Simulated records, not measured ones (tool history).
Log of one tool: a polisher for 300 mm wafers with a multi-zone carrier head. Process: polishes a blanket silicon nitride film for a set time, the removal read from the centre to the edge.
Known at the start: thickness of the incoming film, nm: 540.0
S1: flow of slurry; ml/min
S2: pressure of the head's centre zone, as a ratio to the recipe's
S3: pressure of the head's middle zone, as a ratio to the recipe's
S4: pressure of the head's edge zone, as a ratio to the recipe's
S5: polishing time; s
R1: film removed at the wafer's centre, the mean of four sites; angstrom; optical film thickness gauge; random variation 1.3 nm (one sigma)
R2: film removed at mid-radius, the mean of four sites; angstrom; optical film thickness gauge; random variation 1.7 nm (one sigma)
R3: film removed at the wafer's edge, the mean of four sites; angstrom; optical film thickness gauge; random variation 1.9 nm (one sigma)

{"run": 1, "hour": 0.0, "S1": 155, "S2": 1, "S3": 1, "S4": 1, "S5": 57, "R1": 1245, "R2": 1252.4, "R3": 1194.6}
{"run": 2, "hour": 5.1, "S1": 190, "S2": 1, "S3": 1, "S4": 1, "S5": 57, "R1": 1295.2, "R2": 1333.4, "R3": 1215.3}
{"run": 3, "hour": 11.6, "S1": 190, "S2": 1, "S3": 1, "S4": 1.07, "S5": 57, "R1": 1291.8, "R2": 1297.7, "R3": 1222.9}
{"run": 4, "hour": 15.4, "S1": 180, "S2": 1.04, "S3": 1, "S4": 1.08, "S5": 64, "R1": 1505.5, "R2": 1454.4, "R3": 1399.2}
{"run": 5, "hour": 23.2, "S1": 180, "S2": 1.04, "S3": 1, "S4": 1.08, "S5": 77, "R1": 1817.3, "R2": 1772.1, "R3": 1690}
{"run": 6, "hour": 31.0, "S1": 180, "S2": 1.04, "S3": 0.92, "S4": 1.08, "S5": 77, "R1": 1798.8, "R2": 1645, "R3": 1670.3}
{"run": 7, "hour": 34.1, "S1": 195, "S2": 1.06, "S3": 0.92, "S4": 1.09, "S5": 77, "R1": 1855.7, "R2": 1684.7, "R3": 1693.8}

The next listed run, before its measurement:
{"run": 8, "hour": 35.2, "S1": 205, "S2": 1.08, "S3": 0.92, "S4": 1.09, "S5": 77, "R1": "?", "R2": "?", "R3": "?"}

R1: 1914.8 angstrom
R2: 1679.9 angstrom
R3: 1713.7 angstrom

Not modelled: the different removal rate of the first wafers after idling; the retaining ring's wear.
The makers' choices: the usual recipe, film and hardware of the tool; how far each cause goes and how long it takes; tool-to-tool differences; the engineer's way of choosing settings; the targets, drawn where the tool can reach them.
